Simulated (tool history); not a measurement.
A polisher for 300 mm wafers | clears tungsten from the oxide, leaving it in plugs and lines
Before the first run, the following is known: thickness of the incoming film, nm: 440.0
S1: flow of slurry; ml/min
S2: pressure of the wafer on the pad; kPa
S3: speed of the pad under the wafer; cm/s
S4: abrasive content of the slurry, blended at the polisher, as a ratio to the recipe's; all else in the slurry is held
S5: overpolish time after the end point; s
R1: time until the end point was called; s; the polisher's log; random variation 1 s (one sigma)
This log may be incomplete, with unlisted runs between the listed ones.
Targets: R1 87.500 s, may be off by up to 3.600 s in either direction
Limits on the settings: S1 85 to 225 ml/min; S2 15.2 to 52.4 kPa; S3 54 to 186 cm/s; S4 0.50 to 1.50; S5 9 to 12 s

| run | day | S1 | S2 | S3 | S4 | S5 | R1 |
|---|---|---|---|---|---|---|---|
| 1 | 0.000 | 145 | 33.8 | 118 | 1.00 | 12 | 62.211 |
| 2 | 0.108 | 145 | 31.7 | 118 | 1.00 | 12 | 66.591 |
| 3 | 0.292 | 145 | 29.6 | 118 | 1.00 | 12 | 70.649 |
| 4 | 0.571 | 145 | 29.6 | 130 | 1.00 | 12 | 64.220 |
| 5 | 0.717 | 145 | 29.6 | 130 | 0.90 | 12 | 66.899 |
| 6 | 0.821 | 145 | 27.6 | 130 | 0.90 | 12 | 71.642 |
| 7 | 0.988 | 145 | 26.2 | 130 | 0.90 | 12 | 75.871 |
| 8 | 1.208 | 145 | 25.5 | 130 | 0.90 | 12 | 75.121 |
| 9 | 1.404 | 145 | 24.8 | 130 | 0.90 | 12 | 79.374 |
| 10 | 1.700 | 145 | 24.1 | 130 | 0.90 | 12 | 80.888 |
| 11 | 1.879 | 145 | 23.4 | 130 | 0.90 | 12 | 82.817 |

Exercise: of the 4 proposed moves below, exactly one satisfies all targets within the stated allowed misses. Which move is it?
| A | 2.058 | 175 | 30.3 | 88 | 1.10 | 12 | ? |
| B | 2.058 | 135 | 24.8 | 120 | 1.20 | 9 | ? |
| C | 2.058 | 150 | 24.8 | 140 | 0.70 | 12 | ? |
| D | 2.058 | 135 | 22.1 | 126 | 0.85 | 12 | ? |

| move | R1 |
|---|---|
| A | 87.434 |
| B | 80.328 |
| C | 80.275 |
| D | 95.397 |
A: all results in spec
B: lands further from the targets than the last run did
C: lands further from the targets than the last run did
D: carries the result that was furthest off beyond its target, to the other side
Answer: A

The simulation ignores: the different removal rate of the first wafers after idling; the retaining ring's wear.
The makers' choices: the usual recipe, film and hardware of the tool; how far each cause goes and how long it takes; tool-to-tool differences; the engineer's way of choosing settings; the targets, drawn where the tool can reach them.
